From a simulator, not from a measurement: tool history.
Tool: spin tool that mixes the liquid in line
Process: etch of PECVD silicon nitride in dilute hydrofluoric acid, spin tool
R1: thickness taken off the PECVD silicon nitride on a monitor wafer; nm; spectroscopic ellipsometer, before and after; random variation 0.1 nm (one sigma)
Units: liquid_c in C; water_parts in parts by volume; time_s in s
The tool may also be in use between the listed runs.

{"run": 1, "day": 0.0, "liquid_c": 21.0, "water_parts": 115, "time_s": 305, "R1": 5.5381}
{"run": 2, "day": 0.246, "liquid_c": 21.0, "water_parts": 115, "time_s": 305, "R1": 5.5025}
{"run": 3, "day": 0.354, "liquid_c": 21.0, "water_parts": 115, "time_s": 305, "R1": 5.5309}
{"run": 4, "day": 0.588, "liquid_c": 21.0, "water_parts": 115, "time_s": 305, "R1": 5.4872}
{"run": 5, "day": 0.629, "liquid_c": 21.0, "water_parts": 115, "time_s": 325, "R1": 5.8711}
{"run": 6, "day": 0.875, "liquid_c": 21.0, "water_parts": 115, "time_s": 325, "R1": 5.9187}
{"run": 7, "day": 1.217, "liquid_c": 22.5, "water_parts": 105, "time_s": 325, "R1": 7.0264}

Forecast run 8:
{"run": 8, "day": 1.371, "liquid_c": 26.5, "water_parts": 55, "time_s": 325, "R1": "?"}

{"run 8": {"R1": 17.471}}
